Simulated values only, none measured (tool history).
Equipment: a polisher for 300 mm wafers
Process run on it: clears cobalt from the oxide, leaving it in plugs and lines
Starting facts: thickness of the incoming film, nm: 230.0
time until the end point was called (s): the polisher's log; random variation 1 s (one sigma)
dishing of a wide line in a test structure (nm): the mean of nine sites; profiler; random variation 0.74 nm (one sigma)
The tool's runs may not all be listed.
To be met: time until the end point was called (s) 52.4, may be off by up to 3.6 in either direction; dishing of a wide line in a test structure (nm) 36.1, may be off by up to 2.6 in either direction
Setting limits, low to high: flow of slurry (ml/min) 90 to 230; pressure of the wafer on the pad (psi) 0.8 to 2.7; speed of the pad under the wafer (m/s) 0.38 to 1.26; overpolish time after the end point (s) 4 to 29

run	day	flow of slurry (ml/min)	pressure of the wafer on the pad (psi)	speed of the pad under the wafer (m/s)	overpolish time after the end point (s)	time until the end point was called (s)	dishing of a wide line in a test structure (nm)
1	0	150	1.7	0.82	15	77.721	32.133
2	0.279	150	1.7	0.82	17	79.743	35.211
3	0.512	150	1.7	0.64	17	95.518	29.996
4	0.542	150	1.7	0.64	11	96.561	22.137
5	0.775	150	1.7	0.64	15	95.837	27.206
6	1.017	150	1.8	0.64	15	94.023	28.623
7	1.217	155	2.3	0.82	8	62.274	23.75
8	1.246	155	2.3	0.84	9	62.203	25.428
9	1.342	155	2.3	0.86	10	63.046	28.47
10	1.371	155	2.3	0.88	10	57.377	29.691
11	1.588	155	2.3	0.88	10	60.745	28.535

4 next moves are on the table. One of them brings every result within its allowed miss. Which?
A	1.804	150	2.2	0.74	9	?	?
B	1.804	180	1.7	1.08	13	?	?
C	1.804	190	2.7	0.84	12	?	?
D	1.804	145	2.1	0.7	9	?	?

move	time until the end point was called (s)	dishing of a wide line in a test structure (nm)
A	70.674	23.835
B	58.139	35.803
C	52.124	36.462
D	77.259	22.21
A: its largest miss is bigger than the last run's
B: brings the last run's worst result on target, with another outside its allowed miss
C: all results land within tolerance of their targets
D: its largest miss is bigger than the last run's
The right move is C.

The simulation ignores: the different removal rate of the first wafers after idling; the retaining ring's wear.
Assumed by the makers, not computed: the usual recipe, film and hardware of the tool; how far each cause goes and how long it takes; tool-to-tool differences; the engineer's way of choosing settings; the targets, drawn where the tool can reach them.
